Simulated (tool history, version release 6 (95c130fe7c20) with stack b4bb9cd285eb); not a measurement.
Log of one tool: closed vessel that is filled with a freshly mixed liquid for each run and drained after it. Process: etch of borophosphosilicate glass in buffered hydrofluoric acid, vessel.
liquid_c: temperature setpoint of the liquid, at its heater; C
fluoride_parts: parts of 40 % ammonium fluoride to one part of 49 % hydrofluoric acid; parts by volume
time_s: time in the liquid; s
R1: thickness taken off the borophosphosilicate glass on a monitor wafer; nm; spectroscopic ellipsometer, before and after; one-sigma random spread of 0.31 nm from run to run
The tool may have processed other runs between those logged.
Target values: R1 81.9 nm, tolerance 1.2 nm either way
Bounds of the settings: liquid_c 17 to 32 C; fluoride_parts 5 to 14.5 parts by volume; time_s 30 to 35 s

Run 1, hour 0: liquid_c 25 C, fluoride_parts 9 parts by volume, time_s 35 s. Result: R1 42.651 nm.
Run 2, hour 1.7: liquid_c 26.5 C, fluoride_parts 8.5 parts by volume, time_s 35 s. Result: R1 48.918 nm.
Run 3, hour 3: liquid_c 26.5 C, fluoride_parts 7.5 parts by volume, time_s 35 s. Result: R1 56.603 nm.
Run 4, hour 11.6: liquid_c 27.5 C, fluoride_parts 7.5 parts by volume, time_s 35 s. Result: R1 59.939 nm.
Run 5, hour 20.5: liquid_c 27.5 C, fluoride_parts 6.5 parts by volume, time_s 35 s. Result: R1 68.756 nm.
Run 6, hour 26: liquid_c 27.5 C, fluoride_parts 6.5 parts by volume, time_s 30 s. Result: R1 59.412 nm.
At hour 32.3: thermometer replaced.
Run 7, hour 32.3: liquid_c 28.5 C, fluoride_parts 6.5 parts by volume, time_s 30 s. Result: R1 69.522 nm.
Run 8, hour 37.8: liquid_c 29 C, fluoride_parts 6.5 parts by volume, time_s 30 s. Result: R1 71.185 nm.
Run 9, hour 45: liquid_c 29.5 C, fluoride_parts 6.5 parts by volume, time_s 30 s. Result: R1 73.008 nm.
Run 10, hour 52.5: liquid_c 30 C, fluoride_parts 6.5 parts by volume, time_s 30 s. Result: R1 74.602 nm.

Below are 5 possible settings for the next run. Only one of them brings all results inside the allowed miss of their targets. Which is it?
Run A, hour 60: liquid_c 29.5 C, fluoride_parts 6.5 parts by volume, time_s 35 s. Result: R1 ?.
Run B, hour 60: liquid_c 30.5 C, fluoride_parts 7 parts by volume, time_s 35 s. Result: R1 ?.
Run C, hour 60: liquid_c 28 C, fluoride_parts 5 parts by volume, time_s 30 s. Result: R1 ?.
Run D, hour 60: liquid_c 29.5 C, fluoride_parts 5.5 parts by volume, time_s 30 s. Result: R1 ?.
Run E, hour 60: liquid_c 29 C, fluoride_parts 5.5 parts by volume, time_s 30 s. Result: R1 ?.

move      R1
   A  84.548
   B  83.413
   C  84.266
   D  83.851
   E  81.705
A: takes the biggest miss from the last run beyond its target
B: takes the biggest miss from the last run beyond its target
C: takes the biggest miss from the last run beyond its target
D: takes the biggest miss from the last run beyond its target
E: meets every target
Correct choice: E, which meets every target
